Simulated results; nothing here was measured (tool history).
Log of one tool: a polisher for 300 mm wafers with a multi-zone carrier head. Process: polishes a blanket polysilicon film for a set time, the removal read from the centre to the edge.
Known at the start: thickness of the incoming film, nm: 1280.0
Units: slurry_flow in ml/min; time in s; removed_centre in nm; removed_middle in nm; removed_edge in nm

Run 1, hour 0: slurry_flow 225 ml/min, centre_zone 1, middle_zone 1, edge_zone 1, time 72 s. Result: removed_centre 324.04 nm, removed_middle 329.7 nm, removed_edge 315.2 nm.
Run 2, hour 2.7: slurry_flow 220 ml/min, centre_zone 1, middle_zone 0.98, edge_zone 0.99, time 70 s. Result: removed_centre 318.39 nm, removed_middle 313.75 nm, removed_edge 301.72 nm.
Run 3, hour 5.3: slurry_flow 220 ml/min, centre_zone 1, middle_zone 0.98, edge_zone 1.05, time 70 s. Result: removed_centre 313.31 nm, removed_middle 308.41 nm, removed_edge 310.18 nm.
Run 4, hour 12: slurry_flow 220 ml/min, centre_zone 1, middle_zone 1.04, edge_zone 1.05, time 70 s. Result: removed_centre 313.55 nm, removed_middle 329.58 nm, removed_edge 310.07 nm.
Run 5, hour 16.8: slurry_flow 220 ml/min, centre_zone 1, middle_zone 1.1, edge_zone 1.05, time 70 s. Result: removed_centre 307.11 nm, removed_middle 340.24 nm, removed_edge 313.16 nm.
Run 6, hour 23.4: slurry_flow 190 ml/min, centre_zone 1, middle_zone 1.1, edge_zone 1.05, time 70 s. Result: removed_centre 310.02 nm, removed_middle 335.96 nm, removed_edge 310.63 nm.
Run 7, hour 26: slurry_flow 190 ml/min, centre_zone 1, middle_zone 1.1, edge_zone 1.05, time 70 s. Result: removed_centre 306.66 nm, removed_middle 343.08 nm, removed_edge 308.82 nm.
Run 8, hour 26.6: slurry_flow 190 ml/min, centre_zone 1, middle_zone 1.1, edge_zone 1.05, time 70 s. Result: removed_centre 307.01 nm, removed_middle 336.08 nm, removed_edge 304.43 nm.
Run 9, hour 29.7: slurry_flow 185 ml/min, centre_zone 1, middle_zone 1.08, edge_zone 1.05, time 68 s. Result: removed_centre 299.9 nm, removed_middle 323.59 nm, removed_edge 290.56 nm.
Run 10, hour 32.3: slurry_flow 185 ml/min, centre_zone 0.99, middle_zone 1.05, edge_zone 1.06, time 66 s. Result: removed_centre 285.91 nm, removed_middle 299.77 nm, removed_edge 290.14 nm.
Run 11, hour 41.2: slurry_flow 180 ml/min, centre_zone 0.99, middle_zone 1.03, edge_zone 1.05, time 65 s. Result: removed_centre 279.64 nm, removed_middle 288.45 nm, removed_edge 283.29 nm.
Run 12, hour 46.6: slurry_flow 175 ml/min, centre_zone 1, middle_zone 0.93, edge_zone 0.95, time 50 s. Result: removed_centre 214.84 nm, removed_middle 208.66 nm, removed_edge 208.47 nm.
Run 13, hour 52.4: slurry_flow 190 ml/min, centre_zone 1.02, middle_zone 0.9, edge_zone 0.98, time 50 s. Result: removed_centre 219.5 nm, removed_middle 203.07 nm, removed_edge 217.65 nm.

Run 14 comes next. What will it give?
Run 14, hour 58.7: slurry_flow 190 ml/min, centre_zone 1.02, middle_zone 0.9, edge_zone 0.98, time 50 s. Result: removed_centre ?, removed_middle ?, removed_edge ?.

{"run 14": {"removed_centre": 223.01, "removed_middle": 199.96, "removed_edge": 213.15}}

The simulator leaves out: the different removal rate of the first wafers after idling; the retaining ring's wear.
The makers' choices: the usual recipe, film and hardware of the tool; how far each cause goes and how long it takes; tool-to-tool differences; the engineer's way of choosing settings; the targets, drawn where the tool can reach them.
